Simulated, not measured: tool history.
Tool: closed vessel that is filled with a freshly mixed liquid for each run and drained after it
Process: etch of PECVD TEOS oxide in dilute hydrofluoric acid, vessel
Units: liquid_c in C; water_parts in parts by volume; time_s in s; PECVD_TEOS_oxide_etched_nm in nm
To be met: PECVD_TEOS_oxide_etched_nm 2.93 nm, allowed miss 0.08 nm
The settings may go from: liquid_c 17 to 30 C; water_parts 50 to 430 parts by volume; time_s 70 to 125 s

run  hour  liquid_c  water_parts  time_s  PECVD_TEOS_oxide_etched_nm
  1     0        22          240     125                      5.8452
  2   7.3        21          265     125                      4.9596
  3  12.8        21          350     125                      3.4127
  4  18.2        21          350      70                      1.9225
  5  25.5        23          345      70                      2.1281
     29.2  -- hydrofluoric acid flow meter replaced
  6  29.2      21.5          340      70                      2.3562
  7  31.1      20.5          335      70                      2.3043
  8  38.6      22.5          330      70                      2.5576
  9  41.7        23          325      70                       2.646

5 next moves are on the table. One of them brings every result within its allowed miss. Which?
  A  44.8      18.5          405     120                           ?
  B  44.8        21          270      70                           ?
  C  44.8      23.5          370      70                           ?
  D  44.8        17          355     115                           ?
  E  44.8      23.5          355      90                           ?

move  PECVD_TEOS_oxide_etched_nm
   A                       2.893
   B                      3.1116
   C                      2.2607
   D                      3.1184
   E                      3.0712
A: meets every target
B: takes the result that was furthest off past its target
C: further off than the last run
D: takes the result that was furthest off past its target
E: takes the result that was furthest off past its target
Move A is the one to make.
